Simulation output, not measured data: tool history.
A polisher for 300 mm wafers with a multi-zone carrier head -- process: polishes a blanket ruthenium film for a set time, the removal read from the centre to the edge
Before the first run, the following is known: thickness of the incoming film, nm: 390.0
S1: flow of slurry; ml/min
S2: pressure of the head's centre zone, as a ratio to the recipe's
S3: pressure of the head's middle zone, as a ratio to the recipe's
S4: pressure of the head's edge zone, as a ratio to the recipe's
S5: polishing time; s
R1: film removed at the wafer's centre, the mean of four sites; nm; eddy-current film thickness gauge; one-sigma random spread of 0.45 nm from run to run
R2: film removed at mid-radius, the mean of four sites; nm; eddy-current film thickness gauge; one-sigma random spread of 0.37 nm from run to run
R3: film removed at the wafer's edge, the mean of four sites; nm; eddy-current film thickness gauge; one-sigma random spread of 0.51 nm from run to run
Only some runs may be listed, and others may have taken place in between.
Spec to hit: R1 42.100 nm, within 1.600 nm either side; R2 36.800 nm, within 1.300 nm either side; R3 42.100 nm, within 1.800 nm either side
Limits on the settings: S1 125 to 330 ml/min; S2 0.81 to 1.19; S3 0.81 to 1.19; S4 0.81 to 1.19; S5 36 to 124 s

| run | hour | S1 | S2 | S3 | S4 | S5 | R1 | R2 | R3 |
|---|---|---|---|---|---|---|---|---|---|
| 1 | 0.0 | 210 | 1.00 | 1.00 | 1.00 | 79 | 56.357 | 56.018 | 60.280 |
| 2 | 5.1 | 205 | 1.00 | 0.98 | 0.98 | 75 | 52.850 | 52.553 | 56.809 |
| 3 | 6.4 | 205 | 1.00 | 0.98 | 0.89 | 75 | 52.123 | 52.565 | 54.103 |
| 4 | 7.8 | 205 | 1.00 | 0.92 | 0.89 | 75 | 51.469 | 48.968 | 54.560 |
| 5 | 14.4 | 205 | 1.01 | 0.91 | 0.88 | 72 | 51.597 | 47.308 | 50.273 |
| 6 | 16.1 | 200 | 1.00 | 0.89 | 0.88 | 70 | 48.607 | 45.391 | 48.320 |
| 7 | 22.7 | 170 | 1.03 | 0.81 | 0.92 | 58 | 41.084 | 33.900 | 41.016 |
| 8 | 26.9 | 175 | 1.03 | 0.82 | 0.92 | 58 | 41.179 | 34.460 | 41.470 |
| 9 | 29.4 | 180 | 1.03 | 0.83 | 0.92 | 58 | 41.026 | 34.668 | 41.649 |
| 10 | 36.4 | 185 | 1.03 | 0.84 | 0.92 | 58 | 41.223 | 35.888 | 41.540 |
| 11 | 41.7 | 190 | 1.04 | 0.84 | 0.92 | 58 | 42.272 | 35.860 | 41.350 |

5 candidate next runs follow, results not yet known. Just one meets every target within its allowed miss. Identify it.
| A | 47.0 | 205 | 1.09 | 0.82 | 0.86 | 55 | ? | ? | ? |
| B | 47.0 | 175 | 0.96 | 0.81 | 0.85 | 66 | ? | ? | ? |
| C | 47.0 | 220 | 0.95 | 0.86 | 0.92 | 58 | ? | ? | ? |
| D | 47.0 | 270 | 1.06 | 0.90 | 1.02 | 55 | ? | ? | ? |
| E | 47.0 | 170 | 1.11 | 0.84 | 0.94 | 57 | ? | ? | ? |

| move | R1 | R2 | R3 |
|---|---|---|---|
| A | 41.071 | 33.602 | 38.999 |
| B | 42.377 | 39.132 | 45.854 |
| C | 38.077 | 37.184 | 42.660 |
| D | 41.341 | 37.408 | 43.186 |
| E | 42.181 | 34.644 | 41.327 |
A: misses by more than the last run did
B: carries the result that was furthest off beyond its target, to the other side
C: puts the biggest miss on target and leaves a different result outside tolerance
D: all results land within tolerance of their targets
E: misses by more than the last run did
Move D is the one to make.

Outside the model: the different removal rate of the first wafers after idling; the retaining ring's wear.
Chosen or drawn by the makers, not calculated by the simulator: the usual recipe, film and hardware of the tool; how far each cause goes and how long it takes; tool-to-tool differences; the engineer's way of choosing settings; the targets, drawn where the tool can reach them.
